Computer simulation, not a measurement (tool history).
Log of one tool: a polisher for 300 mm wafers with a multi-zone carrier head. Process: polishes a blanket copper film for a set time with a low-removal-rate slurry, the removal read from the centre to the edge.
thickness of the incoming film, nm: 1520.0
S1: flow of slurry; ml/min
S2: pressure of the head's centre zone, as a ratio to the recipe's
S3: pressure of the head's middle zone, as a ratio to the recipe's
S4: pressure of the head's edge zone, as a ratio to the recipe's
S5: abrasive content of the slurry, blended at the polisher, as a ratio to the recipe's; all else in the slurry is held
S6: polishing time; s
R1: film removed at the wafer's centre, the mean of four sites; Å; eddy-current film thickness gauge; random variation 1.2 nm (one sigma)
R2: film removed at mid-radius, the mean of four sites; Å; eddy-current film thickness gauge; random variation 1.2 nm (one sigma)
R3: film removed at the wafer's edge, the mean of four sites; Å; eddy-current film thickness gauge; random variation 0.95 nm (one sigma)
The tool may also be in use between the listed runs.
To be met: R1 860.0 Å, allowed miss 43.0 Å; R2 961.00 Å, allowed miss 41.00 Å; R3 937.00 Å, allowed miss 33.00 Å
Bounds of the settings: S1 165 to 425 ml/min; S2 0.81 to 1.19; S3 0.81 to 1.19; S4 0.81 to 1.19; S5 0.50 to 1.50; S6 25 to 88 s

run 1 hour=0.0 | S1=275 S2=1.00 S3=1.00 S4=1.00 S5=1.00 S6=56 | R1=1615.8 R2=1610.20 R3=1628.90
run 2 hour=3.7 | S1=275 S2=1.00 S3=1.00 S4=0.94 S5=1.00 S6=56 | R1=1645.1 R2=1612.30 R3=1587.90
run 3 hour=5.1 | S1=275 S2=1.00 S3=0.93 S4=0.94 S5=1.00 S6=56 | R1=1569.8 R2=1536.70 R3=1589.60
run 4 hour=6.3 | S1=345 S2=1.00 S3=0.93 S4=0.94 S5=1.00 S6=56 | R1=1671.8 R2=1538.90 R3=1632.40
-- hour=7.5 worn pad replaced by a new one
run 5 hour=7.5 | S1=345 S2=0.96 S3=0.93 S4=0.94 S5=1.00 S6=56 | R1=1675.1 R2=1665.40 R3=1721.60
run 6 hour=13.9 | S1=320 S2=0.95 S3=0.93 S4=0.92 S5=0.90 S6=51 | R1=1447.2 R2=1453.60 R3=1499.30
run 7 hour=19.4 | S1=300 S2=0.94 S3=0.93 S4=0.90 S5=0.80 S6=47 | R1=1289.1 R2=1286.40 R3=1317.20
run 8 hour=21.3 | S1=300 S2=0.94 S3=0.93 S4=0.90 S5=0.80 S6=47 | R1=1323.9 R2=1289.60 R3=1324.10
run 9 hour=24.1 | S1=280 S2=0.91 S3=0.94 S4=0.89 S5=0.75 S6=44 | R1=1164.7 R2=1179.00 R3=1189.20

Which of these 4 next moves meets every target?
run A hour=26.9 | S1=235 S2=1.06 S3=0.93 S4=0.93 S5=0.60 S6=37 | R1=? R2=? R3=?
run B hour=26.9 | S1=305 S2=1.19 S3=0.86 S4=0.81 S5=0.70 S6=43 | R1=? R2=? R3=?
run C hour=26.9 | S1=335 S2=0.82 S3=0.96 S4=0.85 S5=0.95 S6=32 | R1=? R2=? R3=?
run D hour=26.9 | S1=270 S2=1.01 S3=0.86 S4=0.86 S5=0.55 S6=37 | R1=? R2=? R3=?

move=A R1=1000.5 R2=911.54 R3=949.97
move=B R1=1365.9 R2=1061.90 R3=1116.10
move=C R1=840.9 R2=955.16 R3=928.94
move=D R1=946.0 R2=838.57 R3=902.73
A: brings the result that was furthest off to its target, and leaves another outside
B: further off than the last run
C: meets every target
D: takes the result that was furthest off past its target
Answer: C

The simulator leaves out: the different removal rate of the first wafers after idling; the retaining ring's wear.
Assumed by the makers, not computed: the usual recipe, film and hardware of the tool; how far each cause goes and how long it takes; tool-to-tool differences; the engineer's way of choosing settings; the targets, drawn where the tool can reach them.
